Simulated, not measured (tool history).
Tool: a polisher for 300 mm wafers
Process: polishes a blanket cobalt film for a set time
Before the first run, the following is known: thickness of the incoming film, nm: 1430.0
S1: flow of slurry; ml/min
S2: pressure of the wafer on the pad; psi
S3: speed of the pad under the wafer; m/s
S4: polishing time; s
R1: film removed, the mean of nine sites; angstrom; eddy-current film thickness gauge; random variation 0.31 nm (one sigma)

{"run": 1, "day": 0.0, "S1": 255, "S2": 2.2, "S3": 0.8, "S4": 24, "R1": 928.06}
{"run": 2, "day": 0.067, "S1": 215, "S2": 2.2, "S3": 0.8, "S4": 24, "R1": 929.6}
{"run": 3, "day": 0.171, "S1": 215, "S2": 1.8, "S3": 0.78, "S4": 24, "R1": 759.6}
{"run": 4, "day": 0.35, "S1": 215, "S2": 2.2, "S3": 0.78, "S4": 24, "R1": 903.81}
{"run": 5, "day": 0.392, "S1": 215, "S2": 2, "S3": 0.78, "S4": 24, "R1": 827.78}
{"run": 6, "day": 0.658, "S1": 280, "S2": 2, "S3": 0.78, "S4": 24, "R1": 843.52}
{"run": 7, "day": 0.746, "S1": 280, "S2": 1.7, "S3": 0.76, "S4": 24, "R1": 717.48}

Run 8 has not been measured yet. What should we expect?
{"run": 8, "day": 0.9, "S1": 255, "S2": 1.1, "S3": 0.72, "S4": 24, "R1": "?"}

R1: 473.12 angstrom

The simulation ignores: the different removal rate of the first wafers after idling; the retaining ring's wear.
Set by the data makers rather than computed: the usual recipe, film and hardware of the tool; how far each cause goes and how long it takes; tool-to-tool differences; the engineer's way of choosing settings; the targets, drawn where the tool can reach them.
